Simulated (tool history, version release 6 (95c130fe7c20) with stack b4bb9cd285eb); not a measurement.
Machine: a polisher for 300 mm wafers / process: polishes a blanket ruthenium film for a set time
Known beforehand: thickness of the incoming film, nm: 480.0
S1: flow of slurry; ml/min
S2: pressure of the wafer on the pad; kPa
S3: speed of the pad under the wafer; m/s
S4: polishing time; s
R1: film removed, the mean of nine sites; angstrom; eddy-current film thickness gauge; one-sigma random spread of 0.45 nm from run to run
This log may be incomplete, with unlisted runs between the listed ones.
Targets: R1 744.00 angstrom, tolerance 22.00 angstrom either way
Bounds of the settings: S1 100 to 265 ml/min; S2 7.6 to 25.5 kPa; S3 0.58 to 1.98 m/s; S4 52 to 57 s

run    day   S1    S2    S3  S4       R1
  1  0.000  170  16.5  1.28  57  1190.10
  2  0.146  170  20.7  1.28  57  1477.50
  3  0.217  170  20.7  1.06  57  1260.30
  4  0.375  210  20.7  1.06  57  1291.40
  5  0.421  250  20.7  1.06  57  1343.80
  6  0.725  240  17.2  1.06  57  1115.20
  7  1.000  225  15.2  1.06  57   960.47
  8  1.050  210  13.8  1.06  57   880.72
  9  1.154  200  13.1  1.06  57   826.45
 10  1.371  185  13.1  1.06  57   820.66
 11  1.529  175  11.0  1.06  57   688.21
 12  1.625  185  11.0  1.06  57   693.62
 13  1.992  195  11.0  1.06  57   709.17

Of the 5 settings listed for the next run, only one would bring every result within its allowed miss of target. Which one?
  A  2.358  175  13.1  1.02  57   ?
  B  2.358  225  11.7  1.20  56   ?
  C  2.358  190  12.4  1.08  53   ?
  D  2.358  205  11.0  1.26  54   ?
  E  2.358  210  11.0  1.10  54   ?

move      R1
   A  789.91
   B  829.10
   C  740.96
   D  777.23
   E  695.42
A: carries the result that was furthest off beyond its target, to the other side
B: carries the result that was furthest off beyond its target, to the other side
C: hits every target within its allowed miss
D: carries the result that was furthest off beyond its target, to the other side
E: misses by more than the last run did
Move C is the one to make.

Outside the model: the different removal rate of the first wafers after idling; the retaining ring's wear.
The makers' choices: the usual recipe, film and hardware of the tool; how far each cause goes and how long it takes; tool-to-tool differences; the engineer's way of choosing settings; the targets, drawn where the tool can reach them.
